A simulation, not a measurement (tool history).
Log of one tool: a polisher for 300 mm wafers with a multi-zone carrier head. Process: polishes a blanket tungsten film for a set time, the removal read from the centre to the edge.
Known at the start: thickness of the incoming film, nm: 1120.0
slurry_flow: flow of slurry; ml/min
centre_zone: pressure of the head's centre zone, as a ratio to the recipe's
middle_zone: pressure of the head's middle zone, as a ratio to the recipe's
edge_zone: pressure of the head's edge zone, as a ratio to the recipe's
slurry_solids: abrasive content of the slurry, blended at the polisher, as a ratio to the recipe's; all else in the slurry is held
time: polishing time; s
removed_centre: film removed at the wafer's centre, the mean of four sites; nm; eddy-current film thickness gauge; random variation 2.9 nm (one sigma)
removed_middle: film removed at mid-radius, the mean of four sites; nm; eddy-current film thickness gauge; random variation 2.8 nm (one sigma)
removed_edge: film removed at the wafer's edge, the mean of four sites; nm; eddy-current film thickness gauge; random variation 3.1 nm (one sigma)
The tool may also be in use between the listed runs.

{"run": 1, "hour": 0.0, "slurry_flow": 155, "centre_zone": 1, "middle_zone": 1, "edge_zone": 1, "slurry_solids": 1, "time": 30, "removed_centre": 252.61, "removed_middle": 245.08, "removed_edge": 243.12}
{"run": 2, "hour": 8.8, "slurry_flow": 155, "centre_zone": 0.96, "middle_zone": 1, "edge_zone": 1, "slurry_solids": 1, "time": 30, "removed_centre": 239.26, "removed_middle": 240.38, "removed_edge": 239.7}
{"run": 3, "hour": 9.5, "slurry_flow": 155, "centre_zone": 1.04, "middle_zone": 1, "edge_zone": 1, "slurry_solids": 1, "time": 30, "removed_centre": 260.73, "removed_middle": 245.38, "removed_edge": 242.37}
{"run": 4, "hour": 17.5, "slurry_flow": 155, "centre_zone": 0.97, "middle_zone": 1, "edge_zone": 1, "slurry_solids": 1, "time": 30, "removed_centre": 238.89, "removed_middle": 244.95, "removed_edge": 240.56}
{"run": 5, "hour": 23.4, "slurry_flow": 160, "centre_zone": 0.97, "middle_zone": 1.01, "edge_zone": 1.04, "slurry_solids": 1.15, "time": 31, "removed_centre": 257.39, "removed_middle": 270.79, "removed_edge": 262.74}
{"run": 6, "hour": 29.2, "slurry_flow": 160, "centre_zone": 1.04, "middle_zone": 1.01, "edge_zone": 1.04, "slurry_solids": 1.15, "time": 31, "removed_centre": 278.97, "removed_middle": 263.29, "removed_edge": 269.99}
{"run": 7, "hour": 34.6, "slurry_flow": 170, "centre_zone": 1.03, "middle_zone": 1.03, "edge_zone": 1.08, "slurry_solids": 1.25, "time": 31, "removed_centre": 284.66, "removed_middle": 281.3, "removed_edge": 275.63}
{"run": 8, "hour": 42.4, "slurry_flow": 165, "centre_zone": 1.01, "middle_zone": 1.03, "edge_zone": 1.1, "slurry_solids": 1.3, "time": 32, "removed_centre": 287.74, "removed_middle": 285.39, "removed_edge": 288.77}

Run 9 comes next. What will it give?
{"run": 9, "hour": 51.0, "slurry_flow": 175, "centre_zone": 0.99, "middle_zone": 1.03, "edge_zone": 1.12, "slurry_solids": 1.35, "time": 33, "removed_centre": "?", "removed_middle": "?", "removed_edge": "?"}

Run 9 gave removed_centre 292.63 nm, removed_middle 305.94 nm, removed_edge 309.56 nm.
